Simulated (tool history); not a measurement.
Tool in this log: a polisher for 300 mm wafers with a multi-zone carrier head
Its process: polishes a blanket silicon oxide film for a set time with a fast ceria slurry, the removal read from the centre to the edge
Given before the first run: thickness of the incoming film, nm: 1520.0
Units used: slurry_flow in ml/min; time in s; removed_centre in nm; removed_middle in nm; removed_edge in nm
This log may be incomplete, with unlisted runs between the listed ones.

run 1 hour=0 | slurry_flow=305 centre_zone=1 middle_zone=1 edge_zone=1 time=57 | removed_centre=434.63 removed_middle=435.65 removed_edge=429.26
run 2 hour=8.2 | slurry_flow=305 centre_zone=1 middle_zone=1 edge_zone=1 time=45 | removed_centre=340.82 removed_middle=348.44 removed_edge=339.1
run 3 hour=12.2 | slurry_flow=305 centre_zone=0.95 middle_zone=1 edge_zone=1 time=45 | removed_centre=328.07 removed_middle=345.88 removed_edge=338.84
run 4 hour=14.8 | slurry_flow=305 centre_zone=0.95 middle_zone=1.03 edge_zone=1 time=45 | removed_centre=332.18 removed_middle=354.65 removed_edge=344.48
-- hour=17.4 worn pad replaced by a new one
run 5 hour=17.4 | slurry_flow=310 centre_zone=0.98 middle_zone=1.06 edge_zone=1.04 time=50 | removed_centre=430.11 removed_middle=467.2 removed_edge=434.81
run 6 hour=22.5 | slurry_flow=295 centre_zone=1 middle_zone=1.06 edge_zone=1.08 time=50 | removed_centre=421.7 removed_middle=461.24 removed_edge=442.84
run 7 hour=26.8 | slurry_flow=305 centre_zone=1.03 middle_zone=1.07 edge_zone=1.11 time=51 | removed_centre=450.27 removed_middle=467.38 removed_edge=457.05
run 8 hour=28.1 | slurry_flow=305 centre_zone=1.04 middle_zone=1.08 edge_zone=1.13 time=52 | removed_centre=458.62 removed_middle=488.95 removed_edge=463.41
run 9 hour=36.5 | slurry_flow=295 centre_zone=1.05 middle_zone=1.08 edge_zone=1.14 time=54 | removed_centre=474.7 removed_middle=500.76 removed_edge=488.37
run 10 hour=39.7 | slurry_flow=300 centre_zone=1.06 middle_zone=1.09 edge_zone=1.15 time=55 | removed_centre=485.53 removed_middle=517.93 removed_edge=495.49
run 11 hour=48 | slurry_flow=305 centre_zone=1.07 middle_zone=1.09 edge_zone=1.16 time=57 | removed_centre=510.24 removed_middle=524.64 removed_edge=521.33
run 12 hour=53 | slurry_flow=310 centre_zone=1.08 middle_zone=1.1 edge_zone=1.17 time=58 | removed_centre=531.15 removed_middle=540.94 removed_edge=529.68

Estimate the outcome of run 13 from the log above:
run 13 hour=61.3 | slurry_flow=310 centre_zone=1.08 middle_zone=1.11 edge_zone=1.17 time=59 | removed_centre=? removed_middle=? removed_edge=?

removed_centre: 533.87 nm
removed_middle: 563.26 nm
removed_edge: 534.98 nm

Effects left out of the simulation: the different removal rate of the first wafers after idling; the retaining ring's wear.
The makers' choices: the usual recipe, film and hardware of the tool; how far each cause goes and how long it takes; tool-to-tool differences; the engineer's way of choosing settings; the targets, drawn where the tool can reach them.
